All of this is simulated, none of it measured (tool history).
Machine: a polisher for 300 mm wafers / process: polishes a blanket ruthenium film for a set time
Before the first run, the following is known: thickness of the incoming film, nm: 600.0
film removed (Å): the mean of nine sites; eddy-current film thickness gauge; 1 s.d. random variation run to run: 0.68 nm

run  hour  flow of slurry (ml/min)  pressure of the wafer on the pad (kPa)  speed of the pad under the wafer (m/s)  polishing time (s)  film removed (Å)
  1     0                      320                                    18.6                                     0.9                  50            719.26
  2   0.9                      325                                    20.7                                     0.9                  50            796.64
  3   6.1                      325                                    22.1                                     0.9                  50            852.88
  4  14.8                      325                                    22.1                                    0.74                  50            703.69
  5    22                      325                                    22.1                                     0.6                  50            573.76
  6  26.4                      325                                    22.1                                     0.6                  50             573.8
  7  31.2                      350                                    26.9                                    0.86                  50            987.85

What will run 8 give?
  8    38                      350                                    27.6                                    0.88                  50                 ?

film removed (Å): 1037.7
